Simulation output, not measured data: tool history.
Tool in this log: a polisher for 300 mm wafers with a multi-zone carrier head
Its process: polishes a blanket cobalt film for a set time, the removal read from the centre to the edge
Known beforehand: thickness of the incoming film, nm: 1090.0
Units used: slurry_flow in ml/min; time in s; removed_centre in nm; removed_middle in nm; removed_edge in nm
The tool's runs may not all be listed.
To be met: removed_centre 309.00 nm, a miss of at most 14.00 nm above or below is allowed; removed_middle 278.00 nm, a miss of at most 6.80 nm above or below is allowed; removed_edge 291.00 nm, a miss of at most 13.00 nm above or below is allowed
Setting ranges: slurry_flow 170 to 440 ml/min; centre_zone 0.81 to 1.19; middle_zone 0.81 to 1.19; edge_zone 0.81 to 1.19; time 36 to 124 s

Run 1, hour 0.0: slurry_flow 280 ml/min, centre_zone 1.00, middle_zone 1.00, edge_zone 1.00, time 79 s. Result: removed_centre 302.08 nm, removed_middle 303.60 nm, removed_edge 288.09 nm.
Run 2, hour 6.7: slurry_flow 280 ml/min, centre_zone 0.97, middle_zone 1.00, edge_zone 1.00, time 79 s. Result: removed_centre 289.04 nm, removed_middle 301.09 nm, removed_edge 291.00 nm.
Run 3, hour 15.5: slurry_flow 275 ml/min, centre_zone 0.98, middle_zone 0.99, edge_zone 1.00, time 79 s. Result: removed_centre 286.40 nm, removed_middle 302.47 nm, removed_edge 288.33 nm.
Run 4, hour 20.9: slurry_flow 280 ml/min, centre_zone 0.99, middle_zone 0.98, edge_zone 1.00, time 79 s. Result: removed_centre 294.72 nm, removed_middle 300.63 nm, removed_edge 297.93 nm.
Run 5, hour 29.1: slurry_flow 230 ml/min, centre_zone 0.99, middle_zone 0.98, edge_zone 1.00, time 79 s. Result: removed_centre 289.44 nm, removed_middle 295.46 nm, removed_edge 287.08 nm.
Run 6, hour 33.7: slurry_flow 230 ml/min, centre_zone 0.99, middle_zone 0.98, edge_zone 0.94, time 79 s. Result: removed_centre 280.50 nm, removed_middle 293.72 nm, removed_edge 282.50 nm.
At hour 39.9: worn pad replaced by a new one.
Run 7, hour 39.9: slurry_flow 230 ml/min, centre_zone 1.00, middle_zone 0.97, edge_zone 0.94, time 79 s. Result: removed_centre 311.05 nm, removed_middle 316.54 nm, removed_edge 295.48 nm.
Run 8, hour 45.9: slurry_flow 230 ml/min, centre_zone 1.00, middle_zone 0.97, edge_zone 0.96, time 79 s. Result: removed_centre 315.58 nm, removed_middle 317.02 nm, removed_edge 303.56 nm.
Run 9, hour 48.3: slurry_flow 230 ml/min, centre_zone 1.00, middle_zone 0.97, edge_zone 0.98, time 78 s. Result: removed_centre 302.06 nm, removed_middle 316.06 nm, removed_edge 296.89 nm.

Consider the 4 candidate settings below. Which is the only one whose results all fall within their allowed miss of target?
Run A, hour 50.7: slurry_flow 215 ml/min, centre_zone 1.04, middle_zone 1.02, edge_zone 0.90, time 70 s. Result: removed_centre ?, removed_middle ?, removed_edge ?.
Run B, hour 50.7: slurry_flow 440 ml/min, centre_zone 1.00, middle_zone 0.84, edge_zone 0.92, time 74 s. Result: removed_centre ?, removed_middle ?, removed_edge ?.
Run C, hour 50.7: slurry_flow 440 ml/min, centre_zone 1.14, middle_zone 1.00, edge_zone 0.93, time 65 s. Result: removed_centre ?, removed_middle ?, removed_edge ?.
Run D, hour 50.7: slurry_flow 440 ml/min, centre_zone 0.92, middle_zone 0.89, edge_zone 0.90, time 76 s. Result: removed_centre ?, removed_middle ?, removed_edge ?.

move  removed_centre  removed_middle  removed_edge
   A          286.96          288.43        262.50
   B          311.08          278.85        293.93
   C          312.12          279.67        258.97
   D          293.83          299.29        298.66
A: an improvement on the last run, though not all results are within tolerance
B: meets every target
C: corrects the largest miss of the last run, while another result sits out of spec
D: an improvement on the last run, though not all results are within tolerance
B meets every target.

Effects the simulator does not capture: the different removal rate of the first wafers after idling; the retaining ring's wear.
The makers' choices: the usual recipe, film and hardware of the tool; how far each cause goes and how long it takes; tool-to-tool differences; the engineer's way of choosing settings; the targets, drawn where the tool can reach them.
